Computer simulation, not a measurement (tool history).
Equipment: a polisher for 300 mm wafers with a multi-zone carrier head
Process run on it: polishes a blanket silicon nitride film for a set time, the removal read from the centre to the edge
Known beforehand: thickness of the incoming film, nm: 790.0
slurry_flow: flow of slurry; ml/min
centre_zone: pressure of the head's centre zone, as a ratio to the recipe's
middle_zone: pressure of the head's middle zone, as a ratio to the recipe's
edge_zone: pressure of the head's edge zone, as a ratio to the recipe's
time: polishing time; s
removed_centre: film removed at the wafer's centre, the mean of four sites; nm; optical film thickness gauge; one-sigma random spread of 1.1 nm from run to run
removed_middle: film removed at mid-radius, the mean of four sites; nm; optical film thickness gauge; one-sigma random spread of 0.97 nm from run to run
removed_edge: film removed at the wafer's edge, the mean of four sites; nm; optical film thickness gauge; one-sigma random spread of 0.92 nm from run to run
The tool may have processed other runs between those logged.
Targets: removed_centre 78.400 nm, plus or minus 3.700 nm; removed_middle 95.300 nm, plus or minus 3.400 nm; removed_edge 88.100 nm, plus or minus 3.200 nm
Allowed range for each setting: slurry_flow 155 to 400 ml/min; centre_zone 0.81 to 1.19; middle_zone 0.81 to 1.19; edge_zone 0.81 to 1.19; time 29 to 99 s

{"run": 1, "hour": 0.0, "slurry_flow": 255, "centre_zone": 1.0, "middle_zone": 1.0, "edge_zone": 1.0, "time": 64, "removed_centre": 62.332, "removed_middle": 62.074, "removed_edge": 64.166}
{"run": 2, "hour": 1.4, "slurry_flow": 260, "centre_zone": 0.99, "middle_zone": 1.03, "edge_zone": 1.02, "time": 67, "removed_centre": 65.838, "removed_middle": 66.697, "removed_edge": 68.229}
{"run": 3, "hour": 2.7, "slurry_flow": 260, "centre_zone": 0.99, "middle_zone": 1.0, "edge_zone": 1.02, "time": 67, "removed_centre": 66.308, "removed_middle": 63.662, "removed_edge": 66.136}
{"run": 4, "hour": 4.6, "slurry_flow": 260, "centre_zone": 0.99, "middle_zone": 0.97, "edge_zone": 1.02, "time": 67, "removed_centre": 65.469, "removed_middle": 62.637, "removed_edge": 67.978}
{"run": 5, "hour": 5.5, "slurry_flow": 300, "centre_zone": 0.99, "middle_zone": 0.97, "edge_zone": 1.02, "time": 67, "removed_centre": 66.839, "removed_middle": 64.062, "removed_edge": 68.188}
{"run": 6, "hour": 6.2, "slurry_flow": 300, "centre_zone": 0.99, "middle_zone": 0.92, "edge_zone": 1.02, "time": 67, "removed_centre": 67.124, "removed_middle": 60.668, "removed_edge": 67.625}
{"run": 7, "hour": 14.9, "slurry_flow": 300, "centre_zone": 0.97, "middle_zone": 0.97, "edge_zone": 1.03, "time": 70, "removed_centre": 68.695, "removed_middle": 66.164, "removed_edge": 73.9}
{"run": 8, "hour": 18.2, "slurry_flow": 305, "centre_zone": 0.97, "middle_zone": 1.01, "edge_zone": 1.02, "time": 72, "removed_centre": 69.708, "removed_middle": 70.225, "removed_edge": 74.701}
{"run": 9, "hour": 19.7, "slurry_flow": 305, "centre_zone": 0.97, "middle_zone": 1.05, "edge_zone": 1.01, "time": 74, "removed_centre": 73.49, "removed_middle": 75.273, "removed_edge": 74.235}

Next run, 5 choices. One meets every target within its allowed miss, the rest don't. Which?
{"run": "A", "hour": 21.2, "slurry_flow": 305, "centre_zone": 0.98, "middle_zone": 1.1, "edge_zone": 0.97, "time": 89, "removed_centre": "?", "removed_middle": "?", "removed_edge": "?"}
{"run": "B", "hour": 21.2, "slurry_flow": 310, "centre_zone": 0.93, "middle_zone": 0.99, "edge_zone": 1.05, "time": 91, "removed_centre": "?", "removed_middle": "?", "removed_edge": "?"}
{"run": "C", "hour": 21.2, "slurry_flow": 310, "centre_zone": 1.03, "middle_zone": 1.06, "edge_zone": 1.08, "time": 84, "removed_centre": "?", "removed_middle": "?", "removed_edge": "?"}
{"run": "D", "hour": 21.2, "slurry_flow": 290, "centre_zone": 0.93, "middle_zone": 1.09, "edge_zone": 1.07, "time": 84, "removed_centre": "?", "removed_middle": "?", "removed_edge": "?"}
{"run": "E", "hour": 21.2, "slurry_flow": 300, "centre_zone": 0.9, "middle_zone": 1.14, "edge_zone": 1.01, "time": 86, "removed_centre": "?", "removed_middle": "?", "removed_edge": "?"}

move=A removed_centre=86.185 removed_middle=94.156 removed_edge=91.053
move=B removed_centre=83.678 removed_middle=88.184 removed_edge=97.014
move=C removed_centre=85.657 removed_middle=86.203 removed_edge=90.732
move=D removed_centre=76.706 removed_middle=87.721 removed_edge=89.796
move=E removed_centre=76.307 removed_middle=93.690 removed_edge=89.546
A: the furthest-off result lands on target, but another misses its tolerance
B: gains on the last run, yet a result remains outside its allowed miss
C: gains on the last run, yet a result remains outside its allowed miss
D: gains on the last run, yet a result remains outside its allowed miss
E: hits every target within its allowed miss
Move E is the one to make.
